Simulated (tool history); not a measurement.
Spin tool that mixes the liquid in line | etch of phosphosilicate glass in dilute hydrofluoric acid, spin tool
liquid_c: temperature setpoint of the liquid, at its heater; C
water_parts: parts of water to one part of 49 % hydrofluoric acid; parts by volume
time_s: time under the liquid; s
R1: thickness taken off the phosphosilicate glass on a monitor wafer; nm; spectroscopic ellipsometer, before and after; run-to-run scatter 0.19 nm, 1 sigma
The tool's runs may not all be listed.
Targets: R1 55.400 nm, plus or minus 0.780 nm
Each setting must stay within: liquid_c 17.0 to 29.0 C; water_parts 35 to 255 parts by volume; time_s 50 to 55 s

Run 1, hour 0.0: liquid_c 21.0 C, water_parts 145 parts by volume, time_s 50 s. Result: R1 16.386 nm.
Run 2, hour 1.3: liquid_c 24.0 C, water_parts 145 parts by volume, time_s 50 s. Result: R1 18.312 nm.
Run 3, hour 5.2: liquid_c 21.5 C, water_parts 145 parts by volume, time_s 50 s. Result: R1 16.552 nm.
Run 4, hour 6.7: liquid_c 23.0 C, water_parts 120 parts by volume, time_s 50 s. Result: R1 22.083 nm.
Run 5, hour 7.6: liquid_c 24.0 C, water_parts 105 parts by volume, time_s 50 s. Result: R1 26.814 nm.
At hour 12.2: hydrofluoric acid flow meter replaced.
Run 6, hour 12.2: liquid_c 21.5 C, water_parts 105 parts by volume, time_s 50 s. Result: R1 27.296 nm.
Run 7, hour 16.8: liquid_c 21.5 C, water_parts 50 parts by volume, time_s 55 s. Result: R1 67.549 nm.
Run 8, hour 22.1: liquid_c 17.5 C, water_parts 50 parts by volume, time_s 55 s. Result: R1 56.946 nm.

Pick the move, out of 4, that brings all results within their allowed miss; only one does.
Run A, hour 27.4: liquid_c 18.0 C, water_parts 50 parts by volume, time_s 50 s. Result: R1 ?.
Run B, hour 27.4: liquid_c 20.0 C, water_parts 55 parts by volume, time_s 55 s. Result: R1 ?.
Run C, hour 27.4: liquid_c 19.0 C, water_parts 50 parts by volume, time_s 50 s. Result: R1 ?.
Run D, hour 27.4: liquid_c 18.0 C, water_parts 50 parts by volume, time_s 55 s. Result: R1 ?.

move      R1
   A  52.605
   B  56.966
   C  54.916
   D  57.866
A: takes the result that was furthest off past its target
B: about as far from the targets as the last run
C: in spec on every target
D: the biggest miss grows against the last run
C meets every target.
